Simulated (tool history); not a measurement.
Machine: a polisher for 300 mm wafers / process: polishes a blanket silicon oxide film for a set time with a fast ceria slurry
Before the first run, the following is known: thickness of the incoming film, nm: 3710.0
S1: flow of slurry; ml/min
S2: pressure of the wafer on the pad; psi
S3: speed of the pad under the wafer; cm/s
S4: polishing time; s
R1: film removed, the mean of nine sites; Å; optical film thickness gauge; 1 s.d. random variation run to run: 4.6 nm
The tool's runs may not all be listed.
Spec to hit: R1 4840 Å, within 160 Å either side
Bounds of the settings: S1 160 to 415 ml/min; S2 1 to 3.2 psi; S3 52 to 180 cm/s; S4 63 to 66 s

Run 1, day 0: S1 265 ml/min, S2 2.1 psi, S3 116 cm/s, S4 63 s. Result: R1 9401.5 Å.
Run 2, day 0.262: S1 265 ml/min, S2 1.8 psi, S3 112 cm/s, S4 63 s. Result: R1 8218.3 Å.
Run 3, day 0.479: S1 220 ml/min, S2 1.8 psi, S3 112 cm/s, S4 63 s. Result: R1 7878.5 Å.
Run 4, day 0.567: S1 215 ml/min, S2 1.6 psi, S3 106 cm/s, S4 63 s. Result: R1 6843.9 Å.
Run 5, day 0.717: S1 210 ml/min, S2 1.4 psi, S3 104 cm/s, S4 63 s. Result: R1 5877.2 Å.
Run 6, day 0.938: S1 210 ml/min, S2 1.7 psi, S3 104 cm/s, S4 63 s. Result: R1 6956.7 Å.
Run 7, day 1.062: S1 205 ml/min, S2 1.5 psi, S3 104 cm/s, S4 63 s. Result: R1 6242.2 Å.
Run 8, day 1.383: S1 200 ml/min, S2 1 psi, S3 102 cm/s, S4 63 s. Result: R1 4299 Å.
Run 9, day 1.733: S1 230 ml/min, S2 1.2 psi, S3 102 cm/s, S4 63 s. Result: R1 5157.7 Å.
Run 10, day 1.767: S1 225 ml/min, S2 1.2 psi, S3 102 cm/s, S4 63 s. Result: R1 5133.6 Å.
Run 11, day 1.946: S1 220 ml/min, S2 1.2 psi, S3 102 cm/s, S4 63 s. Result: R1 5133.9 Å.
Run 12, day 2.304: S1 215 ml/min, S2 1.2 psi, S3 102 cm/s, S4 63 s. Result: R1 5132.5 Å.
Run 13, day 2.429: S1 215 ml/min, S2 1.2 psi, S3 102 cm/s, S4 63 s. Result: R1 5161.5 Å.
Run 14, day 2.758: S1 210 ml/min, S2 1.2 psi, S3 102 cm/s, S4 63 s. Result: R1 5040.7 Å.
Run 15, day 2.879: S1 205 ml/min, S2 1.2 psi, S3 102 cm/s, S4 63 s. Result: R1 5157.5 Å.

Which single option among these 4 for the next run brings every result within its allowed miss of target? Just one does.
Run A, day 3: S1 260 ml/min, S2 1.6 psi, S3 84 cm/s, S4 63 s. Result: R1 ?.
Run B, day 3: S1 200 ml/min, S2 1.2 psi, S3 106 cm/s, S4 63 s. Result: R1 ?.
Run C, day 3: S1 205 ml/min, S2 1 psi, S3 112 cm/s, S4 65 s. Result: R1 ?.
Run D, day 3: S1 225 ml/min, S2 1.4 psi, S3 88 cm/s, S4 64 s. Result: R1 ?.

move      R1
   A  5626.3
   B  5186.4
   C  4842.1
   D  5207.5
A: further off than the last run
B: further off than the last run
C: hits every target within its allowed miss
D: further off than the last run
The right move is C.

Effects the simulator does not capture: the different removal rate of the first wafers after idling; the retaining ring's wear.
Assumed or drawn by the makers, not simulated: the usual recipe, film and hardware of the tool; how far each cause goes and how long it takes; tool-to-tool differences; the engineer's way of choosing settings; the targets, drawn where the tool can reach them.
